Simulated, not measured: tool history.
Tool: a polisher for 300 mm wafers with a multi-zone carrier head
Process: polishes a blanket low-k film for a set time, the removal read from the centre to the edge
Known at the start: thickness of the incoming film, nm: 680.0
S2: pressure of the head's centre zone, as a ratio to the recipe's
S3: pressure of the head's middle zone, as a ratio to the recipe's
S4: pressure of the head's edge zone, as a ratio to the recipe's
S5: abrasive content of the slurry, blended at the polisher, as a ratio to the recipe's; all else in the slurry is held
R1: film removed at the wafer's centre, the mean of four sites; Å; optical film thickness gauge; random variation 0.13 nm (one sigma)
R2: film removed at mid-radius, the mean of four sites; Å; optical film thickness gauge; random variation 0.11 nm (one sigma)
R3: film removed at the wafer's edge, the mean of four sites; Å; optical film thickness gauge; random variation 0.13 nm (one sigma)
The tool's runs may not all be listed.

Run 1, hour 0: flow of slurry (ml/min) 215, S2 1, S3 1, S4 1, S5 1, polishing time (s) 34. Result: R1 83.679 Å, R2 86.635 Å, R3 87.504 Å.
Run 2, hour 1.4: flow of slurry (ml/min) 220, S2 0.99, S3 1.03, S4 1.04, S5 1.1, polishing time (s) 34. Result: R1 86.679 Å, R2 91.02 Å, R3 89.76 Å.
Run 3, hour 8.1: flow of slurry (ml/min) 220, S2 0.99, S3 1.11, S4 1.04, S5 1.1, polishing time (s) 34. Result: R1 86.673 Å, R2 96.693 Å, R3 92.037 Å.
Run 4, hour 13.4: flow of slurry (ml/min) 240, S2 0.99, S3 1.11, S4 1.04, S5 1.1, polishing time (s) 34. Result: R1 88.927 Å, R2 100.09 Å, R3 90.922 Å.
Run 5, hour 19.7: flow of slurry (ml/min) 240, S2 0.99, S3 1.11, S4 0.95, S5 1.1, polishing time (s) 34. Result: R1 88.19 Å, R2 98.437 Å, R3 86.962 Å.
Run 6, hour 21: flow of slurry (ml/min) 215, S2 0.97, S3 1.11, S4 1, S5 1.25, polishing time (s) 35. Result: R1 94.055 Å, R2 105.94 Å, R3 94.891 Å.
Run 7, hour 22.3: flow of slurry (ml/min) 205, S2 0.95, S3 1.11, S4 1.06, S5 1.3, polishing time (s) 36. Result: R1 94.444 Å, R2 108.63 Å, R3 104.9 Å.
Run 8, hour 31.2: flow of slurry (ml/min) 210, S2 0.95, S3 1.12, S4 1.08, S5 1.3, polishing time (s) 36. Result: R1 94.859 Å, R2 110.58 Å, R3 102.31 Å.

The next listed run, before its measurement:
Run 9, hour 36.3: flow of slurry (ml/min) 195, S2 0.94, S3 1.12, S4 1.1, S5 1.35, polishing time (s) 36. Result: R1 ?, R2 ?, R3 ?.

{"run 9": {"R1": 96.846, "R2": 111.87, "R3": 106.47}}
